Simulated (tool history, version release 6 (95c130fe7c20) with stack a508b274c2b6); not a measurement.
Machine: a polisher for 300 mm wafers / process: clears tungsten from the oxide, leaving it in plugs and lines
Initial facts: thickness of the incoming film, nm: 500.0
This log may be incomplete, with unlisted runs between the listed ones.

| run | day | flow of slurry (ml/min) | pressure of the wafer on the pad (psi) | speed of the pad under the wafer (m/s) | abrasive content of the slurry | overpolish time after the end point (s) | time until the end point was called (s) |
|---|---|---|---|---|---|---|---|
| 1 | 0.000 | 205 | 3.3 | 1.36 | 1.0 | 11 | 97.437 |
| 2 | 0.225 | 205 | 3.1 | 1.36 | 1.0 | 11 | 101.100 |
| 3 | 0.558 | 205 | 2.9 | 1.36 | 1.0 | 11 | 106.940 |
| 4 | 0.604 | 205 | 3.4 | 1.36 | 1.0 | 11 | 92.111 |
| 5 | 0.771 | 205 | 3.4 | 1.66 | 1.0 | 11 | 76.084 |
| 6 | 1.133 | 250 | 3.4 | 1.66 | 1.0 | 11 | 74.791 |

For run 7, what comes out?
| 7 | 1.450 | 250 | 3.1 | 1.64 | 1.0 | 11 | ? |

time until the end point was called (s): 83.507

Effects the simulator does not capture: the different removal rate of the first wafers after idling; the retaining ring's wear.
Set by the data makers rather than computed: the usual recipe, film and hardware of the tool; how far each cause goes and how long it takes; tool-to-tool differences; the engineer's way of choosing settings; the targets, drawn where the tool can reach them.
